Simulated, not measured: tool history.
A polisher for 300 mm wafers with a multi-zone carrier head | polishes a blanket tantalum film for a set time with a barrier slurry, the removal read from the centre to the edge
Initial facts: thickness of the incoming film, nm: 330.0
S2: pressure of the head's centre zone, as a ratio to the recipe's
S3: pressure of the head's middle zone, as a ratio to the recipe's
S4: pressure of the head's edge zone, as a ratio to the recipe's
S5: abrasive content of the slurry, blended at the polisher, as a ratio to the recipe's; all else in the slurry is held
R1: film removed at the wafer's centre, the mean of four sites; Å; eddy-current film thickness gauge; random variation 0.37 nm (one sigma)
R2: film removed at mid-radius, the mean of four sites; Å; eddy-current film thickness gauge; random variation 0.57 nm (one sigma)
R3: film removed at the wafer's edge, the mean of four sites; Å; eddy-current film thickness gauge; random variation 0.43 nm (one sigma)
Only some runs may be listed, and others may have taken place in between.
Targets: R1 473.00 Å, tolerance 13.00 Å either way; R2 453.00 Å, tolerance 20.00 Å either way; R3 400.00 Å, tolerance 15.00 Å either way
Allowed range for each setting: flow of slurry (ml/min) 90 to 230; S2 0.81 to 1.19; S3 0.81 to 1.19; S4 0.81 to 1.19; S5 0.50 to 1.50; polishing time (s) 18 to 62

run 1 hour=0.0 | flow_of_slurry_(ml/min)=150 S2=1.00 S3=1.00 S4=1.00 S5=1.00 polishing_time_(s)=40 | R1=686.49 R2=669.22 R3=669.01
run 2 hour=1.2 | flow_of_slurry_(ml/min)=150 S2=0.92 S3=1.00 S4=1.00 S5=1.00 polishing_time_(s)=40 | R1=629.03 R2=673.83 R3=670.78
run 3 hour=2.6 | flow_of_slurry_(ml/min)=150 S2=0.87 S3=1.00 S4=1.00 S5=1.00 polishing_time_(s)=40 | R1=591.59 R2=673.89 R3=667.48
run 4 hour=9.1 | flow_of_slurry_(ml/min)=150 S2=0.81 S3=1.00 S4=1.00 S5=1.00 polishing_time_(s)=40 | R1=550.69 R2=680.88 R3=676.82
run 5 hour=10.0 | flow_of_slurry_(ml/min)=150 S2=0.81 S3=1.00 S4=0.95 S5=1.00 polishing_time_(s)=40 | R1=547.41 R2=676.20 R3=659.84
run 6 hour=13.1 | flow_of_slurry_(ml/min)=150 S2=0.84 S3=1.01 S4=0.93 S5=0.95 polishing_time_(s)=38 | R1=539.80 R2=634.74 R3=605.09
run 7 hour=15.8 | flow_of_slurry_(ml/min)=150 S2=0.86 S3=1.01 S4=0.91 S5=0.90 polishing_time_(s)=37 | R1=525.44 R2=601.65 R3=564.40
run 8 hour=22.8 | flow_of_slurry_(ml/min)=135 S2=0.96 S3=1.00 S4=0.81 S5=0.65 polishing_time_(s)=33 | R1=448.86 R2=464.53 R3=439.09
run 9 hour=23.5 | flow_of_slurry_(ml/min)=140 S2=0.98 S3=1.01 S4=0.81 S5=0.65 polishing_time_(s)=33 | R1=460.58 R2=480.38 R3=420.19
run 10 hour=31.1 | flow_of_slurry_(ml/min)=140 S2=0.99 S3=1.01 S4=0.81 S5=0.65 polishing_time_(s)=33 | R1=468.42 R2=476.40 R3=426.54
run 11 hour=38.1 | flow_of_slurry_(ml/min)=150 S2=1.07 S3=1.05 S4=0.81 S5=0.50 polishing_time_(s)=31 | R1=430.38 R2=408.04 R3=364.62
run 12 hour=44.0 | flow_of_slurry_(ml/min)=155 S2=1.07 S3=1.05 S4=0.81 S5=0.50 polishing_time_(s)=31 | R1=428.74 R2=423.23 R3=363.64
run 13 hour=49.6 | flow_of_slurry_(ml/min)=160 S2=1.07 S3=1.04 S4=0.82 S5=0.50 polishing_time_(s)=31 | R1=437.12 R2=414.19 R3=363.66
run 14 hour=58.1 | flow_of_slurry_(ml/min)=160 S2=1.07 S3=1.04 S4=0.83 S5=0.50 polishing_time_(s)=31 | R1=429.74 R2=415.97 R3=368.66

4 candidate next runs follow, results not yet known. Just one meets every target within its allowed miss. Identify it.
run A hour=66.6 | flow_of_slurry_(ml/min)=185 S2=0.97 S3=1.12 S4=0.90 S5=0.50 polishing_time_(s)=32 | R1=? R2=? R3=?
run B hour=66.6 | flow_of_slurry_(ml/min)=160 S2=1.10 S3=0.99 S4=0.85 S5=0.55 polishing_time_(s)=31 | R1=? R2=? R3=?
run C hour=66.6 | flow_of_slurry_(ml/min)=120 S2=1.09 S3=1.06 S4=0.81 S5=0.50 polishing_time_(s)=36 | R1=? R2=? R3=?
run D hour=66.6 | flow_of_slurry_(ml/min)=105 S2=1.17 S3=0.81 S4=0.97 S5=0.50 polishing_time_(s)=36 | R1=? R2=? R3=?

move=A R1=415.42 R2=470.50 R3=396.63
move=B R1=465.02 R2=419.16 R3=387.53
move=C R1=473.05 R2=459.78 R3=401.25
move=D R1=484.60 R2=352.89 R3=420.12
A: lands further from the targets than the last run did
B: the furthest-off result lands on target, but another misses its tolerance
C: each result inside its tolerance
D: the furthest-off result lands on target, but another misses its tolerance
Answer: C
